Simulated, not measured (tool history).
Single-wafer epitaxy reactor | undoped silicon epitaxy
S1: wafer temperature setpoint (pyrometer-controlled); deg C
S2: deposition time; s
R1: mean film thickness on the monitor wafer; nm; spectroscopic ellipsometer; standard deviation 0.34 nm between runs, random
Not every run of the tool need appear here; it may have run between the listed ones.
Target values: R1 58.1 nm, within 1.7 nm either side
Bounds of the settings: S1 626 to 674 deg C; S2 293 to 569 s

run,hour,S1,S2,R1
1,0,650,431,70.833
2,6.3,648,430,68.487
3,7.3,638,430,55.912
4,8.7,638,473,61.589
5,17.2,638,529,69.565
6,18.9,646,529,81.071
7,20.3,643,528,76.438
8,28.1,640,527,72.334
9,35.4,638,526,68.622

Which single option among these 5 for the next run brings every result within its allowed miss of target? Just one does.
A,42.7,635,501,?
B,42.7,648,529,?
C,42.7,643,540,?
D,42.7,637,457,?
E,42.7,642,541,?

move,R1
A,61.926
B,84.24
C,78.066
D,58.757
E,76.704
A: gains on the last run, yet a result remains outside its allowed miss
B: moves away from the targets compared with the last run
C: moves away from the targets compared with the last run
D: every result within its allowed miss
E: moves away from the targets compared with the last run
So the answer is move D, the one that meets all the targets.

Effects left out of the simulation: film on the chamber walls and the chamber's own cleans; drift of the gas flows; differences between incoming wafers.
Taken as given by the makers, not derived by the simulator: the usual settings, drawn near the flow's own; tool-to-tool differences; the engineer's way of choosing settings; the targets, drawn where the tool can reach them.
